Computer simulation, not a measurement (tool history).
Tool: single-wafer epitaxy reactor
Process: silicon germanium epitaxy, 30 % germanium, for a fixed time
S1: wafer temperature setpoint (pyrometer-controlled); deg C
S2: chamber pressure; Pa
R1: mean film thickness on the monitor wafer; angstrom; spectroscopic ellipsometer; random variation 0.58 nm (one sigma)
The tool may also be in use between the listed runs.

{"run": 1, "hour": 0.0, "S1": 615, "S2": 2626, "R1": 709.27}
{"run": 2, "hour": 2.2, "S1": 615, "S2": 2173, "R1": 667.92}
{"run": 3, "hour": 10.6, "S1": 615, "S2": 2613, "R1": 708.81}
{"run": 4, "hour": 15.9, "S1": 620, "S2": 2626, "R1": 788.64}
{"run": 5, "hour": 16.8, "S1": 620, "S2": 2226, "R1": 745.99}
{"run": 6, "hour": 21.9, "S1": 611, "S2": 2226, "R1": 621.32}
{"run": 7, "hour": 23.6, "S1": 616, "S2": 2240, "R1": 684.87}
{"run": 8, "hour": 26.1, "S1": 620, "S2": 2253, "R1": 747.79}
{"run": 9, "hour": 26.7, "S1": 624, "S2": 2266, "R1": 812.71}

The next listed run, before its measurement:
{"run": 10, "hour": 30.7, "S1": 627, "S2": 2266, "R1": "?"}

R1: 854.24 angstrom

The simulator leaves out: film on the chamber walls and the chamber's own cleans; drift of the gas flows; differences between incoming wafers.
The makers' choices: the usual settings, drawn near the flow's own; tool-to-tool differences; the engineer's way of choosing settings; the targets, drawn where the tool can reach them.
